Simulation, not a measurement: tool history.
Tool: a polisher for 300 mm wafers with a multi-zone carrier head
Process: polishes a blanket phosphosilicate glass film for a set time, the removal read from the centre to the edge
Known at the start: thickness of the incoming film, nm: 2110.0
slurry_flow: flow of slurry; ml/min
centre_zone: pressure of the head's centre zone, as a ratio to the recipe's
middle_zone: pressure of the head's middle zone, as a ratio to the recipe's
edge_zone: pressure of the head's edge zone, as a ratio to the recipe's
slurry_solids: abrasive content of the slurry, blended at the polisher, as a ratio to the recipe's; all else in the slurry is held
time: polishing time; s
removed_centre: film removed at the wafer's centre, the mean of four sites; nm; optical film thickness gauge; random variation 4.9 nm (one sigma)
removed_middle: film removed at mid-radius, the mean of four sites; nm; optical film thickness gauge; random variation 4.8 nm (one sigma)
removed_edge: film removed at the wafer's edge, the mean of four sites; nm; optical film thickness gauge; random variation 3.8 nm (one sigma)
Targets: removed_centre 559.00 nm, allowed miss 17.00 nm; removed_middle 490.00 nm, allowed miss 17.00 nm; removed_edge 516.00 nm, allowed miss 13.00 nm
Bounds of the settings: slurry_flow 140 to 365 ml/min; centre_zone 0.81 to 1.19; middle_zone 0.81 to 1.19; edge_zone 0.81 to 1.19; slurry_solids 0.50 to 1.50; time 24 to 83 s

run,day,slurry_flow,centre_zone,middle_zone,edge_zone,slurry_solids,time,removed_centre,removed_middle,removed_edge
1,0.000,235,1.00,1.00,1.00,1.00,53,834.70,812.04,812.39
2,0.308,235,1.00,1.00,1.00,0.80,53,748.32,765.86,755.91
3,0.633,235,1.00,1.00,1.08,0.80,53,753.73,745.22,765.45
4,0.979,290,1.00,1.00,1.08,0.80,53,774.22,769.70,786.71
5,1.283,280,1.02,0.97,1.05,0.75,50,702.15,669.75,704.37
6,1.396,280,1.02,0.97,1.00,0.75,50,704.76,681.90,698.79
7,1.675,275,1.04,0.95,0.97,0.70,49,687.90,633.49,650.74
8,1.850,210,0.97,0.85,0.87,0.50,48,518.29,476.43,505.86

4 next moves are on the table. One of them brings every result within its allowed miss. Which?
A,2.025,200,1.04,0.86,0.89,0.50,49,?,?,?
B,2.025,200,0.92,0.85,0.92,0.50,47,?,?,?
C,2.025,175,0.93,0.88,0.91,0.50,47,?,?,?
D,2.025,195,0.90,0.88,0.83,0.50,46,?,?,?

move,removed_centre,removed_middle,removed_edge
A,557.56,481.28,516.58
B,480.62,458.39,501.98
C,476.29,461.13,493.62
D,460.08,457.57,471.15
A: meets every target
B: further off than the last run
C: further off than the last run
D: further off than the last run
Move A is the one to make.
